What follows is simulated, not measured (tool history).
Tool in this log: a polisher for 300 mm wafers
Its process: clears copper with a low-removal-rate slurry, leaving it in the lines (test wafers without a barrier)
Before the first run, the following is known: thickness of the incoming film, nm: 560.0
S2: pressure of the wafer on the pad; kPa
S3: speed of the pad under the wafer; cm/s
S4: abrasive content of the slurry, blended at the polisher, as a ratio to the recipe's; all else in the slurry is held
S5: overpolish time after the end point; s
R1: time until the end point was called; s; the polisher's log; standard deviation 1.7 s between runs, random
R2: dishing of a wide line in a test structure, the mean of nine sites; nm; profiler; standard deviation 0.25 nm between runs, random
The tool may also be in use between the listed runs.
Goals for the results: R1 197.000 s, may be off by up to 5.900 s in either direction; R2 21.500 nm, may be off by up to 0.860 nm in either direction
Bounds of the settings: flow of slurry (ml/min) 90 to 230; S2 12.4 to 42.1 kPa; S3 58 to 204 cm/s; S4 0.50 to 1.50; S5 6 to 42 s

{"run": 1, "hour": 0.0, "flow of slurry (ml/min)": 150, "S2": 26.9, "S3": 130, "S4": 1.0, "S5": 21, "R1": 96.412, "R2": 64.663}
{"run": 2, "hour": 1.7, "flow of slurry (ml/min)": 150, "S2": 26.9, "S3": 130, "S4": 1.1, "S5": 21, "R1": 94.351, "R2": 64.814}
{"run": 3, "hour": 7.6, "flow of slurry (ml/min)": 150, "S2": 26.9, "S3": 130, "S4": 1.25, "S5": 21, "R1": 92.445, "R2": 65.338}
{"run": 4, "hour": 12.6, "flow of slurry (ml/min)": 150, "S2": 26.9, "S3": 146, "S4": 1.25, "S5": 21, "R1": 82.951, "R2": 71.774}
{"hour": 20.3, "done": "worn pad replaced by a new one"}
{"run": 5, "hour": 20.3, "flow of slurry (ml/min)": 150, "S2": 26.9, "S3": 178, "S4": 1.25, "S5": 21, "R1": 64.693, "R2": 87.392}
{"run": 6, "hour": 27.3, "flow of slurry (ml/min)": 150, "S2": 26.9, "S3": 178, "S4": 1.25, "S5": 13, "R1": 65.039, "R2": 59.275}
{"run": 7, "hour": 31.2, "flow of slurry (ml/min)": 130, "S2": 19.3, "S3": 142, "S4": 1.2, "S5": 11, "R1": 114.18, "R2": 31.373}
{"run": 8, "hour": 40.0, "flow of slurry (ml/min)": 130, "S2": 19.3, "S3": 142, "S4": 1.2, "S5": 11, "R1": 113.09, "R2": 31.113}
{"run": 9, "hour": 42.0, "flow of slurry (ml/min)": 125, "S2": 18.6, "S3": 138, "S4": 1.2, "S5": 11, "R1": 119.39, "R2": 29.115}
{"run": 10, "hour": 43.7, "flow of slurry (ml/min)": 105, "S2": 12.4, "S3": 102, "S4": 1.15, "S5": 16, "R1": 246.13, "R2": 21.146}
{"run": 11, "hour": 51.5, "flow of slurry (ml/min)": 145, "S2": 13.8, "S3": 102, "S4": 1.15, "S5": 12, "R1": 213.29, "R2": 18.583}

4 next moves are on the table. One of them brings every result within its allowed miss. Which?
{"run": "A", "hour": 59.3, "flow of slurry (ml/min)": 150, "S2": 14.5, "S3": 104, "S4": 1.2, "S5": 12, "R1": "?", "R2": "?"}
{"run": "B", "hour": 59.3, "flow of slurry (ml/min)": 185, "S2": 15.9, "S3": 108, "S4": 0.75, "S5": 13, "R1": "?", "R2": "?"}
{"run": "C", "hour": 59.3, "flow of slurry (ml/min)": 150, "S2": 13.8, "S3": 114, "S4": 0.95, "S5": 13, "R1": "?", "R2": "?"}
{"run": "D", "hour": 59.3, "flow of slurry (ml/min)": 120, "S2": 13.1, "S3": 128, "S4": 1.3, "S5": 12, "R1": "?", "R2": "?"}

move=A R1=199.120 R2=20.021
move=B R1=185.780 R2=23.063
move=C R1=198.710 R2=21.570
move=D R1=181.840 R2=21.703
A: moves toward the targets from the last run without getting all of them in spec
B: takes the result that was furthest off past its target
C: each result inside its tolerance
D: puts the biggest miss on target and leaves a different result outside tolerance
C is the move that brings every result within its allowed miss.

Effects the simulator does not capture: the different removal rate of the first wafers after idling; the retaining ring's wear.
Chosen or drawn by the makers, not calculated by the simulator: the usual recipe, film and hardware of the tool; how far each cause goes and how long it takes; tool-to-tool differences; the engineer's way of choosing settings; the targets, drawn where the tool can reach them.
